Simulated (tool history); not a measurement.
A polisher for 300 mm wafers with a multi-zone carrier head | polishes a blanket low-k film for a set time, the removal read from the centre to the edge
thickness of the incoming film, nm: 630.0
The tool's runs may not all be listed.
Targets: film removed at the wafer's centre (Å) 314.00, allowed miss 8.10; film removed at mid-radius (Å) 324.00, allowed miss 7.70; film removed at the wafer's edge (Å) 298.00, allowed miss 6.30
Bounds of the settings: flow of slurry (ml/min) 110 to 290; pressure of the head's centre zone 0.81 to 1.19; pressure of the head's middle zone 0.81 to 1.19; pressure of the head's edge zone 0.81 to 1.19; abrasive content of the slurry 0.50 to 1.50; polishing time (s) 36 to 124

| run | hour | flow of slurry (ml/min) | pressure of the head's centre zone | pressure of the head's middle zone | pressure of the head's edge zone | abrasive content of the slurry | polishing time (s) | film removed at the wafer's centre (Å) | film removed at mid-radius (Å) | film removed at the wafer's edge (Å) |
|---|---|---|---|---|---|---|---|---|---|---|
| 1 | 0.0 | 185 | 1.00 | 1.00 | 1.00 | 1.00 | 79 | 266.14 | 275.29 | 273.26 |
| 2 | 2.8 | 210 | 1.02 | 1.03 | 1.02 | 1.00 | 79 | 279.08 | 286.42 | 280.43 |
| 3 | 4.7 | 230 | 1.03 | 1.06 | 1.03 | 1.00 | 79 | 283.81 | 293.42 | 282.73 |
| 4 | 6.9 | 240 | 1.05 | 1.09 | 1.04 | 1.00 | 79 | 289.89 | 305.20 | 285.00 |
|  | 16.0 | edge zone pressure recalibrated |
| 5 | 16.0 | 240 | 1.05 | 1.09 | 1.04 | 0.85 | 79 | 266.58 | 277.40 | 250.97 |
| 6 | 22.3 | 250 | 1.07 | 1.11 | 1.08 | 0.90 | 79 | 280.08 | 293.11 | 264.59 |
| 7 | 27.5 | 255 | 1.08 | 1.11 | 1.10 | 0.95 | 79 | 290.95 | 302.58 | 278.90 |
| 8 | 31.5 | 260 | 1.09 | 1.12 | 1.12 | 0.95 | 79 | 297.51 | 302.69 | 280.78 |
| 9 | 34.6 | 265 | 1.09 | 1.13 | 1.13 | 0.95 | 79 | 294.39 | 307.50 | 281.52 |
| 10 | 43.0 | 265 | 1.09 | 1.13 | 1.13 | 0.95 | 79 | 294.49 | 307.49 | 277.98 |

4 next moves are on the table. One of them brings every result within its allowed miss. Which?
| A | 51.4 | 270 | 1.03 | 1.13 | 1.17 | 1.10 | 77 | ? | ? | ? |
| B | 51.4 | 235 | 1.13 | 1.06 | 1.14 | 1.05 | 84 | ? | ? | ? |
| C | 51.4 | 275 | 1.11 | 1.14 | 1.19 | 1.00 | 80 | ? | ? | ? |
| D | 51.4 | 225 | 1.19 | 1.10 | 1.12 | 1.05 | 77 | ? | ? | ? |

| move | film removed at the wafer's centre (Å) | film removed at mid-radius (Å) | film removed at the wafer's edge (Å) |
|---|---|---|---|
| A | 293.10 | 327.05 | 300.39 |
| B | 338.25 | 325.96 | 314.37 |
| C | 313.82 | 327.00 | 300.11 |
| D | 325.24 | 307.06 | 285.12 |
A: brings the result that was furthest off to its target, and leaves another outside
B: takes the result that was furthest off past its target
C: meets every target
D: nearer than the last run, and not there yet
Move C is the one to make.

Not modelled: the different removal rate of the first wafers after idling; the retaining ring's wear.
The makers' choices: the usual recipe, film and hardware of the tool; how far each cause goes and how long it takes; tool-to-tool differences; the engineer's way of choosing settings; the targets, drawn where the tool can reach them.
